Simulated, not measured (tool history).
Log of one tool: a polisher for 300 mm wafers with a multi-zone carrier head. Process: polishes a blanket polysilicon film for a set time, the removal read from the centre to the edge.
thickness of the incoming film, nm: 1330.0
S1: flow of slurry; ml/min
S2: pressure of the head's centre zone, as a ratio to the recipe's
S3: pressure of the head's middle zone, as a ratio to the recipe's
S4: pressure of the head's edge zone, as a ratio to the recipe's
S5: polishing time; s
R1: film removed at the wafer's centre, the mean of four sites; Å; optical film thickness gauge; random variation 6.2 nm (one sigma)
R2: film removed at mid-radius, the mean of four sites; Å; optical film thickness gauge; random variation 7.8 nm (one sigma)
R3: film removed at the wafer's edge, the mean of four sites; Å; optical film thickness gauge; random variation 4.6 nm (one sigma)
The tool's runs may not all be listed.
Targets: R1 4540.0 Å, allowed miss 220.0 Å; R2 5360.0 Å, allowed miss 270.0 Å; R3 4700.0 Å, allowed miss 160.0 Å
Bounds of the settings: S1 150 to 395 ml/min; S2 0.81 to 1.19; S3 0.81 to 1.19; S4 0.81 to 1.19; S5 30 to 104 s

run 1 hour=0.0 | S1=250 S2=1.00 S3=1.00 S4=1.00 S5=67 | R1=3811.5 R2=3817.2 R3=3861.8
run 2 hour=6.5 | S1=250 S2=1.00 S3=1.00 S4=1.04 S5=67 | R1=3689.6 R2=3709.8 R3=3918.1
run 3 hour=14.2 | S1=250 S2=1.00 S3=1.05 S4=1.04 S5=67 | R1=3748.6 R2=4023.0 R3=3878.5
run 4 hour=19.1 | S1=255 S2=1.00 S3=1.06 S4=1.05 S5=69 | R1=3872.0 R2=4288.2 R3=4104.2
run 5 hour=27.0 | S1=260 S2=1.01 S3=1.07 S4=1.06 S5=70 | R1=3980.3 R2=4386.4 R3=4135.9
run 6 hour=32.4 | S1=235 S2=1.01 S3=1.07 S4=1.06 S5=70 | R1=3924.2 R2=4225.8 R3=4016.5
run 7 hour=36.0 | S1=250 S2=1.02 S3=1.08 S4=1.06 S5=70 | R1=4022.4 R2=4361.5 R3=4133.4
run 8 hour=38.0 | S1=265 S2=1.02 S3=1.09 S4=1.06 S5=70 | R1=4081.6 R2=4379.9 R3=4204.0
run 9 hour=43.0 | S1=270 S2=1.02 S3=1.10 S4=1.06 S5=71 | R1=4023.9 R2=4545.6 R3=4220.0
run 10 hour=51.6 | S1=275 S2=1.03 S3=1.11 S4=1.06 S5=72 | R1=4121.2 R2=4621.6 R3=4241.6
run 11 hour=58.8 | S1=275 S2=1.03 S3=1.12 S4=1.07 S5=73 | R1=4373.4 R2=4687.3 R3=4307.9
run 12 hour=59.3 | S1=280 S2=1.02 S3=1.13 S4=1.08 S5=74 | R1=4222.2 R2=4812.4 R3=4430.9
run 13 hour=61.5 | S1=300 S2=1.06 S3=1.19 S4=1.09 S5=78 | R1=4800.6 R2=5313.1 R3=4716.7

4 next moves are on the table. One of them brings every result within its allowed miss. Which?
run A hour=63.7 | S1=220 S2=1.07 S3=1.15 S4=1.03 S5=85 | R1=? R2=? R3=?
run B hour=63.7 | S1=310 S2=0.99 S3=1.16 S4=1.02 S5=80 | R1=? R2=? R3=?
run C hour=63.7 | S1=355 S2=1.15 S3=1.15 S4=1.16 S5=75 | R1=? R2=? R3=?
run D hour=63.7 | S1=300 S2=0.99 S3=1.08 S4=1.19 S5=77 | R1=? R2=? R3=?

move=A R1=5073.3 R2=5320.2 R3=4823.8
move=B R1=4620.8 R2=5258.3 R3=4659.8
move=C R1=5106.3 R2=4948.7 R3=4705.6
move=D R1=4429.0 R2=4743.1 R3=4842.2
A: further off than the last run
B: meets every target
C: further off than the last run
D: brings the result that was furthest off to its target, and leaves another outside
Answer: B
